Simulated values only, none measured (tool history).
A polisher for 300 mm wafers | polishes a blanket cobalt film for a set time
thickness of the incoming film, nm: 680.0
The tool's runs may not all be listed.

| run | hour | flow of slurry (ml/min) | pressure of the wafer on the pad (psi) | speed of the pad under the wafer (cm/s) | polishing time (s) | film removed (nm) |
|---|---|---|---|---|---|---|
| 1 | 0 | 215 | 1.6 | 76 | 49 | 128.48 |
| 2 | 2.4 | 215 | 1.5 | 76 | 49 | 122.19 |
| 3 | 11.1 | 215 | 1.4 | 76 | 49 | 114.69 |
| 4 | 15.9 | 215 | 1.4 | 76 | 49 | 113.39 |
| 5 | 17.8 | 215 | 1.3 | 76 | 49 | 108.53 |
| 6 | 26.8 | 215 | 1.2 | 76 | 49 | 101.13 |

The next listed run, before its measurement:
| 7 | 34.2 | 215 | 1.1 | 76 | 49 | ? |

{"run 7": {"film removed (nm)": 94.994}}

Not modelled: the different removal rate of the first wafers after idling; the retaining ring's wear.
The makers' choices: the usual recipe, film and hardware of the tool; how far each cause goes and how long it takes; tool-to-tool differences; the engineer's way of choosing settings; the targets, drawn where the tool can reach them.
